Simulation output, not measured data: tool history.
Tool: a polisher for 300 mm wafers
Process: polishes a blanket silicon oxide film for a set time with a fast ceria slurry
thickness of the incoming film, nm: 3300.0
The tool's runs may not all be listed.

run,hour,flow of slurry (ml/min),pressure of the wafer on the pad (kPa),speed of the pad under the wafer (m/s),polishing time (s),film removed (Å)
1,0.0,235,13.1,0.82,45,3669.1
2,2.5,235,13.1,0.68,45,3060.6
3,9.5,205,13.1,0.68,45,2973.1
4,13.9,255,13.1,0.68,45,3104.5
5,15.1,215,13.1,0.68,45,3036.4
6,18.9,215,11.0,0.68,45,2571.8

Run 7 comes next. What will it give?
7,24.9,220,13.1,0.68,45,?

Run 7 gave film removed (Å) 3016.0.
